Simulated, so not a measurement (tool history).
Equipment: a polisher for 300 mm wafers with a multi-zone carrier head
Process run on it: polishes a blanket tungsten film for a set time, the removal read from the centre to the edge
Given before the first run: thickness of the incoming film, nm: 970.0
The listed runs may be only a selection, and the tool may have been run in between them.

run	hour	flow of slurry (ml/min)	pressure of the head's centre zone	pressure of the head's middle zone	pressure of the head's edge zone	abrasive content of the slurry	polishing time (s)	film removed at the wafer's centre (nm)	film removed at mid-radius (nm)	film removed at the wafer's edge (nm)
1	0.0	190	1.00	1.00	1.00	1.0	80	198.76	194.72	201.75
2	4.0	185	0.99	0.98	0.98	0.9	79	186.73	180.37	186.74
3	4.7	185	0.99	0.98	0.98	0.8	79	178.67	173.33	181.75
4	12.5	180	0.98	0.96	0.95	0.8	79	174.93	168.94	178.80
5	15.8	180	0.98	0.96	0.88	0.8	79	179.90	170.08	173.84
6	17.1	135	0.98	0.96	0.88	0.8	79	163.43	159.61	163.58
7	18.1	135	0.98	0.95	0.87	0.8	79	163.93	156.31	162.29

Run 8, settings as shown, results not yet in. Your forecast:
8	26.5	135	0.98	0.94	0.86	0.8	79	?	?	?

film removed at the wafer's centre (nm): 165.38
film removed at mid-radius (nm): 157.30
film removed at the wafer's edge (nm): 158.90
